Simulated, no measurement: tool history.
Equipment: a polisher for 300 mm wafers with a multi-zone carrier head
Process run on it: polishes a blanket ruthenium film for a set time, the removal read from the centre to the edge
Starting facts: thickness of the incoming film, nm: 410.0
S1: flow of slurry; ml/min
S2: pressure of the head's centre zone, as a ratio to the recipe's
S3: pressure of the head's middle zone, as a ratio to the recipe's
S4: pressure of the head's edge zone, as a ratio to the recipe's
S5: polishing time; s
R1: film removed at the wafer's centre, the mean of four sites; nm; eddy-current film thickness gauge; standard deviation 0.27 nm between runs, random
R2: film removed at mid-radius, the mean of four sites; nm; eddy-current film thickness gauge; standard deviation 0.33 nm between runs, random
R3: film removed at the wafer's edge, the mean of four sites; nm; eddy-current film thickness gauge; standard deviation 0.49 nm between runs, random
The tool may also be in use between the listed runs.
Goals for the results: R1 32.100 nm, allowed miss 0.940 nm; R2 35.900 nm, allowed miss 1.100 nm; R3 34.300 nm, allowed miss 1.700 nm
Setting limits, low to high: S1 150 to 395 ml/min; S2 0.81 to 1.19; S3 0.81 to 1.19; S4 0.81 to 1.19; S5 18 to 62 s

{"run": 1, "hour": 0.0, "S1": 250, "S2": 1.0, "S3": 1.0, "S4": 1.0, "S5": 40, "R1": 63.335, "R2": 65.512, "R3": 64.73}
{"run": 2, "hour": 3.2, "S1": 280, "S2": 1.0, "S3": 1.0, "S4": 1.0, "S5": 40, "R1": 63.309, "R2": 65.857, "R3": 64.319}
{"run": 3, "hour": 12.0, "S1": 280, "S2": 0.92, "S3": 1.0, "S4": 1.0, "S5": 40, "R1": 59.077, "R2": 67.754, "R3": 62.616}
{"run": 4, "hour": 13.4, "S1": 280, "S2": 0.98, "S3": 1.0, "S4": 1.0, "S5": 40, "R1": 63.805, "R2": 67.183, "R3": 65.037}
{"run": 5, "hour": 16.1, "S1": 270, "S2": 0.95, "S3": 0.97, "S4": 0.97, "S5": 37, "R1": 56.043, "R2": 59.545, "R3": 59.699}
{"run": 6, "hour": 19.1, "S1": 255, "S2": 0.94, "S3": 0.98, "S4": 0.94, "S5": 34, "R1": 51.746, "R2": 55.961, "R3": 53.344}
{"run": 7, "hour": 23.4, "S1": 255, "S2": 0.92, "S3": 0.97, "S4": 0.92, "S5": 31, "R1": 45.342, "R2": 49.489, "R3": 46.992}
{"run": 8, "hour": 25.3, "S1": 235, "S2": 0.82, "S3": 0.88, "S4": 0.82, "S5": 24, "R1": 30.581, "R2": 34.95, "R3": 35.028}

Pick the move, out of 4, that brings all results within their allowed miss; only one does.
{"run": "A", "hour": 27.2, "S1": 220, "S2": 0.85, "S3": 0.9, "S4": 0.81, "S5": 24, "R1": "?", "R2": "?", "R3": "?"}
{"run": "B", "hour": 27.2, "S1": 250, "S2": 0.93, "S3": 0.86, "S4": 0.95, "S5": 23, "R1": "?", "R2": "?", "R3": "?"}
{"run": "C", "hour": 27.2, "S1": 250, "S2": 0.84, "S3": 0.83, "S4": 0.85, "S5": 24, "R1": "?", "R2": "?", "R3": "?"}
{"run": "D", "hour": 27.2, "S1": 220, "S2": 0.82, "S3": 0.86, "S4": 0.83, "S5": 23, "R1": "?", "R2": "?", "R3": "?"}

move=A R1=31.237 R2=35.959 R3=34.118
move=B R1=33.357 R2=33.707 R3=35.594
move=C R1=31.405 R2=34.183 R3=35.309
move=D R1=28.861 R2=33.194 R3=33.065
A: every result within its allowed miss
B: carries the result that was furthest off beyond its target, to the other side
C: gets the furthest-off result to its target, but another result is out of tolerance
D: the biggest miss grows against the last run
Go with A: it meets all targets.

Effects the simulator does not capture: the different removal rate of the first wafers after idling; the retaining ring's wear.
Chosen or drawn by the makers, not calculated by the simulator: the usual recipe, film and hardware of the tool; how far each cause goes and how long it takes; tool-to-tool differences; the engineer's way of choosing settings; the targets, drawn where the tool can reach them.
